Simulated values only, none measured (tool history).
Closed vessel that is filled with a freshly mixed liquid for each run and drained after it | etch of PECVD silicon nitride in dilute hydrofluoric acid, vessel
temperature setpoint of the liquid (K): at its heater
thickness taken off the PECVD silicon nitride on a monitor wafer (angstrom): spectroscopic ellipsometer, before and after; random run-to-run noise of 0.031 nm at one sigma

| run | hour | temperature setpoint of the liquid (K) | parts of water to one part of 49 % hydrofluoric acid (parts by volume) | time in the liquid (s) | thickness taken off the PECVD silicon nitride on a monitor wafer (angstrom) |
|---|---|---|---|---|---|
| 1 | 0 | 297.15 | 120 | 85 | 26.043 |
| 2 | 4.4 | 297.15 | 120 | 85 | 26.307 |
| 3 | 6.4 | 297.15 | 155 | 85 | 20.484 |
| 4 | 12.9 | 299.15 | 135 | 85 | 26.512 |
| 5 | 19.9 | 297.15 | 135 | 85 | 23.372 |
| 6 | 22.5 | 297.15 | 135 | 70 | 19.283 |
| 7 | 25.5 | 299.15 | 120 | 70 | 24.581 |
| 8 | 31.1 | 300.65 | 100 | 70 | 32.22 |
| 9 | 33.5 | 304.65 | 55 | 70 | 76.479 |

Predict the results of run 10:
| 10 | 36.4 | 304.15 | 55 | 70 | ? |

thickness taken off the PECVD silicon nitride on a monitor wafer (angstrom): 73.815

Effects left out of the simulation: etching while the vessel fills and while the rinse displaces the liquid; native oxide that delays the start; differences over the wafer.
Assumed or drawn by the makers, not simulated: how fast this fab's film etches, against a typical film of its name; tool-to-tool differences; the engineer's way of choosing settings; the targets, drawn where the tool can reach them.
